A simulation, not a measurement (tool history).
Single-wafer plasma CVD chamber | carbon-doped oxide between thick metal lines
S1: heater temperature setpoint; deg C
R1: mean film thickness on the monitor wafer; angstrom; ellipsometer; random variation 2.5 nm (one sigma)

{"run": 1, "day": 0.0, "S1": 365, "chamber pressure (mTorr)": 6390, "RF power (kW)": 0.48, "deposition time (s)": 299, "R1": 13957}
{"run": 2, "day": 0.15, "S1": 367, "chamber pressure (mTorr)": 6210, "RF power (kW)": 0.45, "deposition time (s)": 299, "R1": 13178}
{"run": 3, "day": 0.258, "S1": 369, "chamber pressure (mTorr)": 5980, "RF power (kW)": 0.435, "deposition time (s)": 299, "R1": 12656}
{"run": 4, "day": 0.333, "S1": 369, "chamber pressure (mTorr)": 6990, "RF power (kW)": 0.435, "deposition time (s)": 299, "R1": 12905}
{"run": 5, "day": 0.383, "S1": 371, "chamber pressure (mTorr)": 6840, "RF power (kW)": 0.425, "deposition time (s)": 299, "R1": 12657}
{"run": 6, "day": 0.708, "S1": 379, "chamber pressure (mTorr)": 6840, "RF power (kW)": 0.425, "deposition time (s)": 299, "R1": 12398}
{"run": 7, "day": 0.825, "S1": 380, "chamber pressure (mTorr)": 6750, "RF power (kW)": 0.415, "deposition time (s)": 299, "R1": 12106}
{"run": 8, "day": 0.925, "S1": 381, "chamber pressure (mTorr)": 6670, "RF power (kW)": 0.41, "deposition time (s)": 299, "R1": 11900}

Run 9 comes next. What will it give?
{"run": 9, "day": 1.188, "S1": 381, "chamber pressure (mTorr)": 6670, "RF power (kW)": 0.41, "deposition time (s)": 299, "R1": "?"}

R1: 11956 angstrom
